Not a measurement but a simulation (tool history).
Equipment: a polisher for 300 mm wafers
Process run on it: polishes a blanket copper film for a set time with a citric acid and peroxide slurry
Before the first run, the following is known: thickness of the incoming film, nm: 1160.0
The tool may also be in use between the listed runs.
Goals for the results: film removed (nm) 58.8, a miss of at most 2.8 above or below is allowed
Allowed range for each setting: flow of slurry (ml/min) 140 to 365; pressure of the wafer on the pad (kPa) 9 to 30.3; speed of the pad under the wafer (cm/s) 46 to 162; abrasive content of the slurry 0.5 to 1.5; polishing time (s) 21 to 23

run	hour	flow of slurry (ml/min)	pressure of the wafer on the pad (kPa)	speed of the pad under the wafer (cm/s)	abrasive content of the slurry	polishing time (s)	film removed (nm)
1	0	235	19.3	104	1	23	37.741
2	4.4	235	19.3	90	1	23	33.648
3	11	235	19.3	104	1	23	37.728
4	14.1	235	19.3	86	1	23	32.329
5	15.9	235	19.3	86	1	21	29.929
6	20.1	235	22.8	90	1	21	35.434
7	21.1	235	24.8	98	1	21	42.464
8	28.6	235	26.9	102	1	21	47.49
9	35.9	235	28.3	104	1	21	50.131
10	44.3	235	29	106	1	21	51.727
11	49.1	235	29.6	108	1	21	55.418
12	51.7	235	29.6	110	1	21	53.978

5 candidate next runs follow, results not yet known. Just one meets every target within its allowed miss. Identify it.
A	54.3	245	30.3	126	0.85	22	?
B	54.3	185	29	114	1.35	23	?
C	54.3	205	28.3	108	0.95	21	?
D	54.3	315	24.8	102	1	22	?
E	54.3	235	30.3	114	1.1	21	?

move	film removed (nm)
A	65.698
B	63.851
C	51.161
D	46.705
E	59.776
A: pushes the last run's worst result past its target
B: pushes the last run's worst result past its target
C: the biggest miss grows against the last run
D: the biggest miss grows against the last run
E: each result inside its tolerance
The right move is E.

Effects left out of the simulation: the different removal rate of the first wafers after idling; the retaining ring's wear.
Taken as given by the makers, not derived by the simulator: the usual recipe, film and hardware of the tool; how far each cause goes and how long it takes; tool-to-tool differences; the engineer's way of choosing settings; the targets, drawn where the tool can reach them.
